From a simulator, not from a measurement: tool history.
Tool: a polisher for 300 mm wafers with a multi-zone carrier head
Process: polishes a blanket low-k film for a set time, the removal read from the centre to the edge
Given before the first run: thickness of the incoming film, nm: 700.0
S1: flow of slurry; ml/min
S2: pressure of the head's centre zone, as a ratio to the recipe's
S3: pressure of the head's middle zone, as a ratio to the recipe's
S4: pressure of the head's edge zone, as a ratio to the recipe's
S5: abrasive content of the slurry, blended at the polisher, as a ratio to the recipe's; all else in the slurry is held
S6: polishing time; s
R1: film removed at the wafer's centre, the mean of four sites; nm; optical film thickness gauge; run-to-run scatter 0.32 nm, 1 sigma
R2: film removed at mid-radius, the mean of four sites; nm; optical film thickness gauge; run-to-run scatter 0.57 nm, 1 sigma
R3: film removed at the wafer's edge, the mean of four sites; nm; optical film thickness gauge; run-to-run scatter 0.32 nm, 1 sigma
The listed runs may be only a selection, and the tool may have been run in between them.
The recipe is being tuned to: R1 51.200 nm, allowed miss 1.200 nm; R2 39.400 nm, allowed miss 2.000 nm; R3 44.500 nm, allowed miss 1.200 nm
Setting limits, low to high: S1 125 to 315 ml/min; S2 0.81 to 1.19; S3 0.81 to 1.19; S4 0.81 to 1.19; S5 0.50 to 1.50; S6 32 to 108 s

run 1 day=0.000 | S1=205 S2=1.00 S3=1.00 S4=1.00 S5=1.00 S6=70 | R1=38.588 R2=37.541 R3=38.314
run 2 day=0.108 | S1=205 S2=1.00 S3=1.06 S4=1.00 S5=1.00 S6=70 | R1=38.531 R2=39.516 R3=38.604
run 3 day=0.321 | S1=205 S2=1.00 S3=1.06 S4=0.95 S5=1.00 S6=70 | R1=38.026 R2=40.750 R3=37.636
run 4 day=0.454 | S1=205 S2=1.05 S3=1.06 S4=0.95 S5=1.00 S6=70 | R1=39.898 R2=39.889 R3=37.163
run 5 day=0.792 | S1=205 S2=1.05 S3=1.06 S4=0.90 S5=1.00 S6=70 | R1=40.198 R2=39.396 R3=36.248
run 6 day=1.012 | S1=215 S2=1.08 S3=1.04 S4=0.95 S5=1.05 S6=70 | R1=42.234 R2=39.328 R3=38.198
run 7 day=1.279 | S1=270 S2=1.18 S3=0.95 S4=1.05 S5=1.20 S6=70 | R1=50.046 R2=39.461 R3=43.147
run 8 day=1.488 | S1=275 S2=1.18 S3=0.95 S4=1.06 S5=1.20 S6=70 | R1=50.343 R2=38.304 R3=42.606
run 9 day=1.771 | S1=275 S2=1.18 S3=0.95 S4=1.07 S5=1.20 S6=70 | R1=49.825 R2=39.577 R3=44.033

Exercise: of the 4 proposed moves below, exactly one satisfies all targets within the stated allowed misses. Which move is it?
run A day=2.054 | S1=280 S2=1.16 S3=1.08 S4=1.04 S5=1.00 S6=78 | R1=? R2=? R3=?
run B day=2.054 | S1=295 S2=1.19 S3=0.98 S4=1.09 S5=1.25 S6=66 | R1=? R2=? R3=?
run C day=2.054 | S1=285 S2=1.19 S3=1.04 S4=1.07 S5=1.20 S6=76 | R1=? R2=? R3=?
run D day=2.054 | S1=200 S2=1.19 S3=0.93 S4=1.08 S5=1.25 S6=72 | R1=? R2=? R3=?

move=A R1=51.720 R2=47.029 R3=44.084
move=B R1=48.910 R2=39.918 R3=41.613
move=C R1=55.357 R2=47.504 R3=46.654
move=D R1=51.232 R2=40.193 R3=44.005
A: the furthest-off result lands on target, but another misses its tolerance
B: its largest miss is bigger than the last run's
C: takes the biggest miss from the last run beyond its target
D: hits every target within its allowed miss
D meets every target.
